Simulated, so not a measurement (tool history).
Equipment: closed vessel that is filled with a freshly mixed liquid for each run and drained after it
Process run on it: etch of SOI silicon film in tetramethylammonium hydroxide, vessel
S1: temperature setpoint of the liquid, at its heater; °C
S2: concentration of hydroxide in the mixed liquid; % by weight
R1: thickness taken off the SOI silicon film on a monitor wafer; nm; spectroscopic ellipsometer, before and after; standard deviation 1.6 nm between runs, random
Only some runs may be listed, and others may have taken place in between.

run 1 day=0 | S1=68 S2=11 time_in_the_liquid_(s)=95 | R1=621.23
run 2 day=0.242 | S1=68 S2=11 time_in_the_liquid_(s)=100 | R1=657.56
run 3 day=0.3 | S1=66 S2=11 time_in_the_liquid_(s)=100 | R1=580.36
run 4 day=0.517 | S1=66 S2=12.5 time_in_the_liquid_(s)=100 | R1=553.16
run 5 day=0.562 | S1=70 S2=12.5 time_in_the_liquid_(s)=100 | R1=703.49
run 6 day=0.725 | S1=68 S2=12.5 time_in_the_liquid_(s)=100 | R1=628.85
run 7 day=0.821 | S1=66 S2=12.5 time_in_the_liquid_(s)=100 | R1=550.57
run 8 day=0.979 | S1=64.5 S2=12.5 time_in_the_liquid_(s)=100 | R1=507.29
run 9 day=1.05 | S1=63.5 S2=12.5 time_in_the_liquid_(s)=100 | R1=478.15
run 10 day=1.371 | S1=62.5 S2=12.5 time_in_the_liquid_(s)=100 | R1=448.69
run 11 day=1.475 | S1=62 S2=12.5 time_in_the_liquid_(s)=100 | R1=435.21
run 12 day=1.529 | S1=61.5 S2=12.5 time_in_the_liquid_(s)=100 | R1=423.39

What will run 13 give?
run 13 day=1.783 | S1=61 S2=12.5 time_in_the_liquid_(s)=100 | R1=?

R1: 410.07 nm
